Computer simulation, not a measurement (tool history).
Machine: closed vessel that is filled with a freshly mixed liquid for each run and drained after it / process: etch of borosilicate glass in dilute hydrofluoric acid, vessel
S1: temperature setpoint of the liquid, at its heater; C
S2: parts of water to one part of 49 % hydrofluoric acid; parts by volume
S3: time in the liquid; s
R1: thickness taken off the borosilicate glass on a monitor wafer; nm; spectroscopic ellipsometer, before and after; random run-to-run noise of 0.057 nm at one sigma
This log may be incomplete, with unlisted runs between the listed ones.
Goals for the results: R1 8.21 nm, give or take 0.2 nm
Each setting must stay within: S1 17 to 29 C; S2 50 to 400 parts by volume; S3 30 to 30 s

Run 1, hour 0: S1 21 C, S2 225 parts by volume, S3 30 s. Result: R1 3.4159 nm.
Run 2, hour 4.4: S1 22 C, S2 210 parts by volume, S3 30 s. Result: R1 3.8516 nm.
Run 3, hour 11.8: S1 20.5 C, S2 210 parts by volume, S3 30 s. Result: R1 3.6367 nm.
Run 4, hour 20.5: S1 20.5 C, S2 210 parts by volume, S3 30 s. Result: R1 3.667 nm.
At hour 23.5: hydrofluoric acid flow meter replaced.
Run 5, hour 23.5: S1 20.5 C, S2 145 parts by volume, S3 30 s. Result: R1 5.2592 nm.
Run 6, hour 29: S1 23 C, S2 145 parts by volume, S3 30 s. Result: R1 5.7689 nm.
Run 7, hour 37.7: S1 27 C, S2 115 parts by volume, S3 30 s. Result: R1 8.8287 nm.
Run 8, hour 46.3: S1 26 C, S2 115 parts by volume, S3 30 s. Result: R1 8.4654 nm.

4 next moves are on the table. One of them brings every result within its allowed miss. Which?
Run A, hour 54.9: S1 28 C, S2 125 parts by volume, S3 30 s. Result: R1 ?.
Run B, hour 54.9: S1 26.5 C, S2 115 parts by volume, S3 30 s. Result: R1 ?.
Run C, hour 54.9: S1 27 C, S2 115 parts by volume, S3 30 s. Result: R1 ?.
Run D, hour 54.9: S1 28 C, S2 120 parts by volume, S3 30 s. Result: R1 ?.

move      R1
   A  8.2655
   B  8.5983
   C   8.764
   D  8.6662
A: every result lands within tolerance
B: further off than the last run
C: further off than the last run
D: further off than the last run
The move that meets every target is A.
